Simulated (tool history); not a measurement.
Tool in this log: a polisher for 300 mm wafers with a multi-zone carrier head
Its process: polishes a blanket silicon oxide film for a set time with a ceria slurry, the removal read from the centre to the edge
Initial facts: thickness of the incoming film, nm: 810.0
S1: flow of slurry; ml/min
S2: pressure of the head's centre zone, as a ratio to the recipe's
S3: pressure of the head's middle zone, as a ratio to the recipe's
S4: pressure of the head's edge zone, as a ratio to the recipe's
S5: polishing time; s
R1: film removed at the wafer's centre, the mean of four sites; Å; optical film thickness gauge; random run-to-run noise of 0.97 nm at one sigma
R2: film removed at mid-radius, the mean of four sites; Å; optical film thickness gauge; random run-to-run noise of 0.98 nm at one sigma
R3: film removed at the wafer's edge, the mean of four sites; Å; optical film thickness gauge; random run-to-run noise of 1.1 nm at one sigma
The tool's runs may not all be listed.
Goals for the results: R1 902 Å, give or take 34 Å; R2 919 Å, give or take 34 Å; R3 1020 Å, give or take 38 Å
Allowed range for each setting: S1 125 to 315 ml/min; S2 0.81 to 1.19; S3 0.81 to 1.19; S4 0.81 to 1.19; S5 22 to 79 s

run  hour   S1    S2    S3    S4  S5      R1      R2      R3
  1     0  205     1     1     1  50  1264.6  1340.6  1323.6
  2   8.7  205     1  1.06     1  50  1298.2    1420  1318.1
  3   9.3  180     1  1.06     1  50  1249.4  1395.1    1299
  4  16.5  180  0.99  1.03  0.99  49  1215.9  1329.9  1244.4
  5  23.8  180  0.99  1.03  0.99  59  1489.4  1602.7  1513.5
  6  26.1  180  0.99  1.03  0.99  52  1305.6  1404.8  1329.2
  7  28.3  175  0.98  1.01  0.99  51  1262.5  1361.6  1308.6
  8    34  175  0.97  0.99  0.99  49  1214.8  1256.2  1267.6
  9  35.9  150  0.87  0.91  0.89  38   809.2  907.32  923.43
 10  44.1  155  0.88  0.91   0.9  38  806.49  900.36  922.67

Which one of the following 4 next-run settings gets every result inside its allowed miss? There is exactly one.
  A  52.3  190  0.81  0.86  0.97  38   ?   ?   ?
  B  52.3  145  1.11  1.07  0.81  35   ?   ?   ?
  C  52.3  230  0.88  0.84  0.97  39   ?   ?   ?
  D  52.3  125  1.12  0.97  0.88  36   ?   ?   ?

move      R1      R2      R3
   A  798.33  892.49   974.1
   B  955.96  937.35  805.21
   C  918.71  923.47    1021
   D  953.25  856.87   834.4
A: moves away from the targets compared with the last run
B: the result that was furthest off in the last run now lies on the other side of its target
C: each result inside its tolerance
D: the result that was furthest off in the last run now lies on the other side of its target
C meets every target.
